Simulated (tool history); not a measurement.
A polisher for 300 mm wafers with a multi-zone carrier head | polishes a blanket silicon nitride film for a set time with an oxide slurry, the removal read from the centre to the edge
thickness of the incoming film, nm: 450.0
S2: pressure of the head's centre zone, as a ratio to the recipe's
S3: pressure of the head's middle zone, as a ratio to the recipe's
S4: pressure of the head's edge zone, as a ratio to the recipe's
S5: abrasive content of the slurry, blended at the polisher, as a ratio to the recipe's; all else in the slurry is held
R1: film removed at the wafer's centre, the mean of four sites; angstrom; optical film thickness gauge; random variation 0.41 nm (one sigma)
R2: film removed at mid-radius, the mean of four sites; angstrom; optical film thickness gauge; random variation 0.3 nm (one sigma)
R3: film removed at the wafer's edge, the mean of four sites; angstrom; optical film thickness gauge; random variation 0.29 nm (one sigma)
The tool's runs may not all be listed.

run 1 hour=0 | flow_of_slurry_(ml/min)=225 S2=1 S3=1 S4=1 S5=1 polishing_time_(s)=39 | R1=310.7 R2=303.79 R3=309.7
run 2 hour=6.9 | flow_of_slurry_(ml/min)=235 S2=1.02 S3=1.02 S4=1.04 S5=1.1 polishing_time_(s)=39 | R1=338.35 R2=327.45 R3=340.57
run 3 hour=15.1 | flow_of_slurry_(ml/min)=250 S2=1.05 S3=1.05 S4=1.07 S5=1.1 polishing_time_(s)=39 | R1=346.11 R2=338.39 R3=341.92
run 4 hour=19.5 | flow_of_slurry_(ml/min)=195 S2=1.05 S3=1.05 S4=1.07 S5=1.1 polishing_time_(s)=39 | R1=341.07 R2=331.11 R3=338.61
run 5 hour=27.1 | flow_of_slurry_(ml/min)=200 S2=1.07 S3=1.06 S4=1.09 S5=1.15 polishing_time_(s)=39 | R1=354.46 R2=343.82 R3=351.62
run 6 hour=28.1 | flow_of_slurry_(ml/min)=205 S2=1.09 S3=1.07 S4=1.11 S5=1.2 polishing_time_(s)=39 | R1=375.54 R2=352.13 R3=361.57
run 7 hour=35.8 | flow_of_slurry_(ml/min)=270 S2=1.09 S3=1.11 S4=1.19 S5=1.4 polishing_time_(s)=39 | R1=421.92 R2=408.63 R3=411.57

The next listed run, before its measurement:
run 8 hour=41.2 | flow_of_slurry_(ml/min)=270 S2=1.09 S3=1.1 S4=1.19 S5=1.4 polishing_time_(s)=39 | R1=? R2=? R3=?

Run 8 gave R1 415.47 angstrom, R2 397.54 angstrom, R3 413.63 angstrom.
